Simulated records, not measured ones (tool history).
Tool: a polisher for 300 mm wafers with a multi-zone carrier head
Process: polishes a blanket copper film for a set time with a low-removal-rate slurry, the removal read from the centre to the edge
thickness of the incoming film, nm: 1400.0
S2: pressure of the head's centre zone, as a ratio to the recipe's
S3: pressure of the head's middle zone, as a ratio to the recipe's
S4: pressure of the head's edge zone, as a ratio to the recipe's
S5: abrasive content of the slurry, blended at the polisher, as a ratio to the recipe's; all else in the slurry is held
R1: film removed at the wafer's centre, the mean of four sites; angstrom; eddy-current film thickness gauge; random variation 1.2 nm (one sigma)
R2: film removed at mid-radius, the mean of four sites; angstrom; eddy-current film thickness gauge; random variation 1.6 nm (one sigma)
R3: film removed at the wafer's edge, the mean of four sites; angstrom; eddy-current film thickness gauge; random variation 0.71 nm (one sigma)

Run 1, hour 0.0: flow of slurry (ml/min) 190, S2 1.00, S3 1.00, S4 1.00, S5 1.00, polishing time (s) 67. Result: R1 1748.9 angstrom, R2 1741.6 angstrom, R3 1774.2 angstrom.
Run 2, hour 2.2: flow of slurry (ml/min) 190, S2 1.07, S3 1.00, S4 1.00, S5 1.00, polishing time (s) 67. Result: R1 1783.0 angstrom, R2 1773.2 angstrom, R3 1780.9 angstrom.
Run 3, hour 7.7: flow of slurry (ml/min) 190, S2 1.07, S3 1.00, S4 1.08, S5 1.00, polishing time (s) 67. Result: R1 1800.3 angstrom, R2 1759.4 angstrom, R3 1854.3 angstrom.
Run 4, hour 12.4: flow of slurry (ml/min) 190, S2 1.09, S3 1.00, S4 1.02, S5 0.85, polishing time (s) 62. Result: R1 1604.9 angstrom, R2 1548.7 angstrom, R3 1591.7 angstrom.
Run 5, hour 19.3: flow of slurry (ml/min) 190, S2 1.10, S3 1.01, S4 0.97, S5 0.75, polishing time (s) 59. Result: R1 1505.4 angstrom, R2 1452.7 angstrom, R3 1429.4 angstrom.
At hour 22.2: slurry nozzle cleaned.
Run 6, hour 22.2: flow of slurry (ml/min) 190, S2 1.06, S3 1.01, S4 0.97, S5 0.75, polishing time (s) 59. Result: R1 1537.6 angstrom, R2 1540.5 angstrom, R3 1481.3 angstrom.
Run 7, hour 30.6: flow of slurry (ml/min) 190, S2 1.06, S3 1.01, S4 0.97, S5 0.75, polishing time (s) 59. Result: R1 1554.3 angstrom, R2 1530.0 angstrom, R3 1474.5 angstrom.
Run 8, hour 35.6: flow of slurry (ml/min) 180, S2 1.06, S3 1.01, S4 0.95, S5 0.70, polishing time (s) 56. Result: R1 1452.0 angstrom, R2 1448.9 angstrom, R3 1384.3 angstrom.
Run 9, hour 42.1: flow of slurry (ml/min) 180, S2 1.07, S3 1.01, S4 0.93, S5 0.65, polishing time (s) 53. Result: R1 1374.2 angstrom, R2 1324.9 angstrom, R3 1276.4 angstrom.
Run 10, hour 43.2: flow of slurry (ml/min) 180, S2 1.07, S3 1.01, S4 0.93, S5 0.65, polishing time (s) 53. Result: R1 1345.9 angstrom, R2 1364.2 angstrom, R3 1274.3 angstrom.
Run 11, hour 45.3: flow of slurry (ml/min) 170, S2 1.08, S3 1.00, S4 0.90, S5 0.60, polishing time (s) 53. Result: R1 1336.0 angstrom, R2 1282.6 angstrom, R3 1234.6 angstrom.

The next listed run, before its measurement:
Run 12, hour 50.2: flow of slurry (ml/min) 165, S2 1.08, S3 1.01, S4 0.88, S5 0.55, polishing time (s) 52. Result: R1 ?, R2 ?, R3 ?.

Run 12 gave R1 1288.6 angstrom, R2 1241.3 angstrom, R3 1166.2 angstrom.
